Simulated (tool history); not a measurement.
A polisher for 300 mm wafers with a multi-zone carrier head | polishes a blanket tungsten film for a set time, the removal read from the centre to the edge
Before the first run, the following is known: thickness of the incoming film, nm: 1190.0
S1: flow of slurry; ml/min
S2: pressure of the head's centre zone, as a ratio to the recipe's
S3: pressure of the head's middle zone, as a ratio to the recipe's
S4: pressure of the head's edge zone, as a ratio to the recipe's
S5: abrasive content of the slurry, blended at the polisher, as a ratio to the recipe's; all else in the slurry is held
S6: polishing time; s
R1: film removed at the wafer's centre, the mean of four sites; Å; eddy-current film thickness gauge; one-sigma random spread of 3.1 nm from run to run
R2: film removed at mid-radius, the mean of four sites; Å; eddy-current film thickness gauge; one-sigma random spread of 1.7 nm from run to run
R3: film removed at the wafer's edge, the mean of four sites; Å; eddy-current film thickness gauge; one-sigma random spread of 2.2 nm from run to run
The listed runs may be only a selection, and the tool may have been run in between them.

run 1 hour=0.0 | S1=155 S2=1.00 S3=1.00 S4=1.00 S5=1.00 S6=46 | R1=3320.2 R2=3322.7 R3=3426.8
run 2 hour=6.1 | S1=155 S2=1.00 S3=1.00 S4=1.00 S5=1.00 S6=40 | R1=2854.0 R2=2903.3 R3=2926.4
run 3 hour=8.6 | S1=145 S2=0.99 S3=0.96 S4=0.97 S5=0.85 S6=40 | R1=2716.5 R2=2772.4 R3=2854.6
run 4 hour=12.6 | S1=145 S2=0.99 S3=0.96 S4=0.97 S5=0.95 S6=40 | R1=2824.0 R2=2777.7 R3=2916.3
run 5 hour=21.4 | S1=140 S2=1.00 S3=0.94 S4=0.96 S5=0.85 S6=38 | R1=2558.7 R2=2546.5 R3=2684.8
run 6 hour=25.2 | S1=135 S2=1.02 S3=0.92 S4=0.94 S5=0.75 S6=38 | R1=2576.1 R2=2460.8 R3=2599.9
run 7 hour=30.1 | S1=130 S2=1.02 S3=0.91 S4=0.92 S5=0.70 S6=38 | R1=2500.9 R2=2377.9 R3=2516.2

Run 8 is up next; what results do you expect?
run 8 hour=37.9 | S1=125 S2=1.02 S3=0.90 S4=0.90 S5=0.65 S6=38 | R1=? R2=? R3=?

Run 8 measured R1 2448.2 Å, R2 2341.7 Å, R3 2447.3 Å.

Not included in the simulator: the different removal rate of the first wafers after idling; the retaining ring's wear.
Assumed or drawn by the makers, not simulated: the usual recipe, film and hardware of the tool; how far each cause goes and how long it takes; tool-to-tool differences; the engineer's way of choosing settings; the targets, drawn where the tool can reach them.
